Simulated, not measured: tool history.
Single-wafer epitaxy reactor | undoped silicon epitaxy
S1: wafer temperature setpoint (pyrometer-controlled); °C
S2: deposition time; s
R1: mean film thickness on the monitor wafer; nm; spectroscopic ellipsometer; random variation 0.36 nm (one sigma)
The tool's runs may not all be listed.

Run 1, hour 0: S1 655 °C, S2 503 s. Result: R1 89.723 nm.
Run 2, hour 8.6: S1 655 °C, S2 450 s. Result: R1 79.794 nm.
Run 3, hour 12.6: S1 654 °C, S2 450 s. Result: R1 78.432 nm.
Run 4, hour 19.5: S1 653 °C, S2 450 s. Result: R1 76.734 nm.
Run 5, hour 20.3: S1 652 °C, S2 450 s. Result: R1 75.258 nm.
Run 6, hour 24.4: S1 652 °C, S2 491 s. Result: R1 81.215 nm.
Run 7, hour 26.9: S1 651 °C, S2 491 s. Result: R1 80.439 nm.
Run 8, hour 32.9: S1 650 °C, S2 491 s. Result: R1 78.506 nm.
Run 9, hour 34: S1 650 °C, S2 491 s. Result: R1 78.976 nm.

Run 10 comes next. What will it give?
Run 10, hour 39.6: S1 649 °C, S2 491 s. Result: R1 ?.

R1: 76.604 nm
